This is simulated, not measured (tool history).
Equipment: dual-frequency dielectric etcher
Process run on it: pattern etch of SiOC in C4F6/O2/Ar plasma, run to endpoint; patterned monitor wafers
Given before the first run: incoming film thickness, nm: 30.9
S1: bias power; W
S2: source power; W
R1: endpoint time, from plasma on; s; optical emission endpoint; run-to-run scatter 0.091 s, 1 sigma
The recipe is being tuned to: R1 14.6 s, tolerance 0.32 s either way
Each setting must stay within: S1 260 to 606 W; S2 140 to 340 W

run 1 day=0 | S1=433 S2=240 | R1=12.765
run 2 day=0.171 | S1=433 S2=220 | R1=13.25
run 3 day=0.354 | S1=359 S2=220 | R1=14.248
run 4 day=0.571 | S1=429 S2=220 | R1=13.374
run 5 day=0.629 | S1=419 S2=220 | R1=13.482
run 6 day=0.821 | S1=410 S2=220 | R1=13.418
run 7 day=0.908 | S1=400 S2=220 | R1=13.397
run 8 day=1.067 | S1=389 S2=220 | R1=13.775
run 9 day=1.392 | S1=382 S2=220 | R1=13.737
run 10 day=1.625 | S1=374 S2=220 | R1=13.8
run 11 day=1.821 | S1=367 S2=220 | R1=13.848
run 12 day=1.883 | S1=367 S2=220 | R1=13.946
run 13 day=2.033 | S1=361 S2=220 | R1=14.224
run 14 day=2.15 | S1=358 S2=220 | R1=14.054

5 candidate next runs follow, results not yet known. Just one meets every target within its allowed miss. Identify it.
run A day=2.267 | S1=361 S2=260 | R1=?
run B day=2.267 | S1=321 S2=220 | R1=?
run C day=2.267 | S1=382 S2=250 | R1=?
run D day=2.267 | S1=363 S2=230 | R1=?
run E day=2.267 | S1=349 S2=180 | R1=?

move=A R1=13.191
move=B R1=14.579
move=C R1=13.171
move=D R1=13.819
move=E R1=15.409
A: misses by more than the last run did
B: hits every target within its allowed miss
C: misses by more than the last run did
D: misses by more than the last run did
E: carries the result that was furthest off beyond its target, to the other side
So the answer is move B, the one that meets all the targets.
